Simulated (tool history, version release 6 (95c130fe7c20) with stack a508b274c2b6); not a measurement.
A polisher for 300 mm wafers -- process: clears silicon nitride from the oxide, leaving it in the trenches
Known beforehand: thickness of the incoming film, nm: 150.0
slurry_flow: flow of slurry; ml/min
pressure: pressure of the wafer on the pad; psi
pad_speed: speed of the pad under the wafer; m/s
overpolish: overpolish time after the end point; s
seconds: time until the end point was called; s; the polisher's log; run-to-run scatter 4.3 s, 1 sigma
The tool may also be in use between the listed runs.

run 1 day=0.000 | slurry_flow=305 pressure=2.6 pad_speed=1.20 overpolish=23 | seconds=185.99
run 2 day=0.254 | slurry_flow=355 pressure=2.6 pad_speed=1.20 overpolish=23 | seconds=177.68
run 3 day=0.508 | slurry_flow=350 pressure=2.5 pad_speed=1.18 overpolish=23 | seconds=191.20
run 4 day=0.800 | slurry_flow=285 pressure=2.5 pad_speed=1.18 overpolish=23 | seconds=195.32
run 5 day=1.050 | slurry_flow=285 pressure=2.4 pad_speed=1.16 overpolish=23 | seconds=201.31
run 6 day=1.129 | slurry_flow=285 pressure=2.3 pad_speed=1.12 overpolish=23 | seconds=224.27
run 7 day=1.242 | slurry_flow=285 pressure=2.2 pad_speed=1.12 overpolish=23 | seconds=233.95

Run 8 has not been measured yet. What should we expect?
run 8 day=1.600 | slurry_flow=285 pressure=2.1 pad_speed=1.12 overpolish=23 | seconds=?

{"run 8": {"seconds": 239.91}}
